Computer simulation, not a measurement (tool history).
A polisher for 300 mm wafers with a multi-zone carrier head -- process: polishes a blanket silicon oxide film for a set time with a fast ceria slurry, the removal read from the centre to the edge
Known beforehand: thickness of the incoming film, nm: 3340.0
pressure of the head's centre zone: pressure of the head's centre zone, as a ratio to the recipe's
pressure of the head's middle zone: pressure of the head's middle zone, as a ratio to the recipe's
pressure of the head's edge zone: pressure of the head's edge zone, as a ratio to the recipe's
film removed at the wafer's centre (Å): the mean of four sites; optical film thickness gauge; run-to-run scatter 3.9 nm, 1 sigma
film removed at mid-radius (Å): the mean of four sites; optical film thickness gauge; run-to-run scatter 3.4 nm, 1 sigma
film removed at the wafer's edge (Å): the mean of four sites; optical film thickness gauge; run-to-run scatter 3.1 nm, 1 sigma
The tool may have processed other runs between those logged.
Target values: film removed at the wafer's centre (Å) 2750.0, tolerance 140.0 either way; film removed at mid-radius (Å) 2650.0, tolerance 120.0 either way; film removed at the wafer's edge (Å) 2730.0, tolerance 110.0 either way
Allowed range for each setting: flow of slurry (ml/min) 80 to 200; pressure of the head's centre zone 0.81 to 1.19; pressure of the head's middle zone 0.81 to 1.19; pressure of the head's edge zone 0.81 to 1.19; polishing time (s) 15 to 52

run	hour	flow of slurry (ml/min)	pressure of the head's centre zone	pressure of the head's middle zone	pressure of the head's edge zone	polishing time (s)	film removed at the wafer's centre (Å)	film removed at mid-radius (Å)	film removed at the wafer's edge (Å)
1	0.0	130	1.00	1.00	1.00	33	3277.3	3282.8	3423.3
2	0.6	130	0.91	1.00	1.00	33	2866.8	3310.7	3335.3
3	4.0	130	0.91	1.00	1.00	37	3271.1	3713.2	3827.9
4	5.3	130	0.91	1.00	1.00	45	3956.9	4512.1	4609.7
5	11.8	130	0.98	1.00	1.00	45	4354.5	4405.0	4575.9
6	16.7	130	0.98	0.99	0.98	43	4011.9	4125.0	4305.0
7	19.2	130	0.99	0.99	0.96	41	3917.7	4044.1	4219.6
8	23.6	130	1.00	1.00	0.97	39	3802.8	3880.6	3996.9
9	24.9	130	1.01	1.00	0.97	37	3652.8	3619.2	3819.1
10	29.7	130	1.02	1.01	0.97	35	3507.9	3420.1	3614.9
11	37.5	115	1.00	0.99	0.87	27	2477.3	2455.6	2539.8
# hour 40.6: slurry nozzle cleaned
12	40.6	120	1.00	0.99	0.87	27	3095.6	3051.5	2895.7
13	42.5	110	1.00	0.98	0.88	28	3217.5	2994.6	2975.3
14	45.7	90	0.91	0.94	0.85	26	2466.9	2546.4	2660.5
15	46.6	90	0.92	0.94	0.85	26	2473.9	2580.2	2681.4
16	54.5	90	0.93	0.94	0.85	26	2516.8	2604.5	2655.6

Consider the 5 candidate settings below. Which is the only one whose results all fall within their allowed miss of target?
A	62.4	85	0.91	0.95	0.81	26	?	?	?
B	62.4	90	0.92	0.96	0.82	25	?	?	?
C	62.4	100	0.97	0.93	0.89	26	?	?	?
D	62.4	95	1.14	0.99	0.87	25	?	?	?
E	62.4	90	1.02	1.02	0.88	24	?	?	?

move	film removed at the wafer's centre (Å)	film removed at mid-radius (Å)	film removed at the wafer's edge (Å)
A	2330.0	2516.3	2507.9
B	2324.3	2495.0	2456.6
C	2660.3	2621.5	2697.4
D	2951.4	2607.1	2540.5
E	2477.0	2518.2	2416.6
A: the biggest miss grows against the last run
B: the biggest miss grows against the last run
C: all results land within tolerance of their targets
D: takes the biggest miss from the last run beyond its target
E: the biggest miss grows against the last run
The right move is C.
